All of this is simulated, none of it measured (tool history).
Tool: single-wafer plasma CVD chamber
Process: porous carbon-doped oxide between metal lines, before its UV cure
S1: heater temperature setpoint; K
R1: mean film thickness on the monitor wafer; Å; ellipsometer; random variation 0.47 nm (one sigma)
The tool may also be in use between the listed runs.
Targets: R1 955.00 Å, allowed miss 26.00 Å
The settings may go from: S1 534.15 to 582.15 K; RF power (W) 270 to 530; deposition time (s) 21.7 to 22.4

run 1 hour=0.0 | S1=558.15 RF_power_(W)=400 deposition_time_(s)=21.7 | R1=1123.80
run 2 hour=3.5 | S1=561.15 RF_power_(W)=395 deposition_time_(s)=21.7 | R1=1091.40
run 3 hour=10.5 | S1=570.15 RF_power_(W)=395 deposition_time_(s)=21.7 | R1=1051.40
run 4 hour=12.2 | S1=570.15 RF_power_(W)=395 deposition_time_(s)=21.7 | R1=1041.40
run 5 hour=13.4 | S1=570.15 RF_power_(W)=370 deposition_time_(s)=21.7 | R1=993.80
run 6 hour=16.7 | S1=571.15 RF_power_(W)=370 deposition_time_(s)=21.7 | R1=989.61
run 7 hour=20.9 | S1=572.15 RF_power_(W)=370 deposition_time_(s)=21.7 | R1=993.56
run 8 hour=29.1 | S1=572.15 RF_power_(W)=370 deposition_time_(s)=21.7 | R1=993.04

5 next moves are on the table. One of them brings every result within its allowed miss. Which?
run A hour=37.3 | S1=578.15 RF_power_(W)=395 deposition_time_(s)=22.4 | R1=?
run B hour=37.3 | S1=568.15 RF_power_(W)=355 deposition_time_(s)=22.4 | R1=?
run C hour=37.3 | S1=579.15 RF_power_(W)=390 deposition_time_(s)=22.4 | R1=?
run D hour=37.3 | S1=566.15 RF_power_(W)=330 deposition_time_(s)=22.1 | R1=?
run E hour=37.3 | S1=563.15 RF_power_(W)=365 deposition_time_(s)=21.9 | R1=?

move=A R1=1021.60
move=B R1=997.87
move=C R1=1007.10
move=D R1=944.49
move=E R1=1024.90
A: further off than the last run
B: further off than the last run
C: further off than the last run
D: meets every target
E: further off than the last run
Answer: D
